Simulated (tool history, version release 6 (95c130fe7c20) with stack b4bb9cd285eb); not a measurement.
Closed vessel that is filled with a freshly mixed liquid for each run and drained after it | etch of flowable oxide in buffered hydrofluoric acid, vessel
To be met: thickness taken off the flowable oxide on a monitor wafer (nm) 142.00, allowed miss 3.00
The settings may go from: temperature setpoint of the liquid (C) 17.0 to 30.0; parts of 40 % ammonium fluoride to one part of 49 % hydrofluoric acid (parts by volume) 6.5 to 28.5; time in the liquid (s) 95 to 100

run,day,temperature setpoint of the liquid (C),parts of 40 % ammonium fluoride to one part of 49 % hydrofluoric acid (parts by volume),time in the liquid (s),thickness taken off the flowable oxide on a monitor wafer (nm)
1,0.000,22.0,17.5,95,191.61
2,0.296,21.0,17.5,95,180.93
3,0.525,19.0,17.5,95,160.97
4,0.904,18.5,17.5,95,156.70
5,1.167,18.5,17.5,100,164.41
6,1.492,18.5,13.0,100,219.53
7,1.862,18.0,14.0,100,198.65
8,1.992,18.0,15.0,100,187.64
# day 2.100: thermometer replaced
9,2.100,18.0,15.5,100,193.52
10,2.404,18.0,16.5,100,181.97
11,2.450,18.0,17.5,100,171.80
12,2.817,18.0,17.5,100,171.91
13,3.138,18.0,17.5,100,171.28
14,3.462,18.0,18.0,100,166.35
15,3.767,18.0,18.5,100,163.14
16,3.871,18.0,19.0,100,159.09
17,4.162,18.0,19.5,100,155.90

Which of these 4 next moves meets every target?
A,4.454,19.5,21.5,95,?
B,4.454,20.0,19.0,95,?
C,4.454,17.5,21.0,100,?
D,4.454,18.5,24.0,100,?

move,thickness taken off the flowable oxide on a monitor wafer (nm)
A,148.27
B,168.64
C,141.62
D,136.70
A: nearer than the last run, and not there yet
B: further off than the last run
C: meets every target
D: takes the result that was furthest off past its target
Answer: C

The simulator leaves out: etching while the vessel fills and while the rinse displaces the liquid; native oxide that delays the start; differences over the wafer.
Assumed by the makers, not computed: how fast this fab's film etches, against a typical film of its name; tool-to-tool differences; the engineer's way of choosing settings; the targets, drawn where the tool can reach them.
